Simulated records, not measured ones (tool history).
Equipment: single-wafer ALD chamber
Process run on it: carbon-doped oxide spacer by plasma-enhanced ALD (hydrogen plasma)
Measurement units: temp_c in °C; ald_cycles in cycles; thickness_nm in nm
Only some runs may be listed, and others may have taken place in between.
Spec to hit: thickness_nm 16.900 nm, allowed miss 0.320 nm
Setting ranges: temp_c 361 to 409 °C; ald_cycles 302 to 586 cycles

run    day  temp_c  ald_cycles  thickness_nm
  1  0.000     385         444        20.587
  2  0.238     390         444        20.583
  3  0.321     390         417        19.339
  4  0.512     390         454        20.996
  5  0.688     390         505        23.546
  6  1.058     390         473        21.967
  7  1.233     390         437        20.400
  8  1.371     390         409        18.996
     1.779  -- thermocouple changed; heater temperature recalibrated
  9  1.779     390         393        18.254
 10  1.983     390         383        17.850
 11  2.200     390         376        17.455
 12  2.358     390         372        17.346

Exercise: of the 5 proposed moves below, exactly one satisfies all targets within the stated allowed misses. Which move is it?
  A  2.517     392         382             ?
  B  2.517     383         386             ?
  C  2.517     394         347             ?
  D  2.517     398         363             ?
  E  2.517     389         388             ?

move  thickness_nm
   A        17.794
   B        17.981
   C        16.164
   D        16.909
   E        18.074
A: lands further from the targets than the last run did
B: lands further from the targets than the last run did
C: the result that was furthest off in the last run now lies on the other side of its target
D: all results in spec
E: lands further from the targets than the last run did
So the answer is move D, the one that meets all the targets.

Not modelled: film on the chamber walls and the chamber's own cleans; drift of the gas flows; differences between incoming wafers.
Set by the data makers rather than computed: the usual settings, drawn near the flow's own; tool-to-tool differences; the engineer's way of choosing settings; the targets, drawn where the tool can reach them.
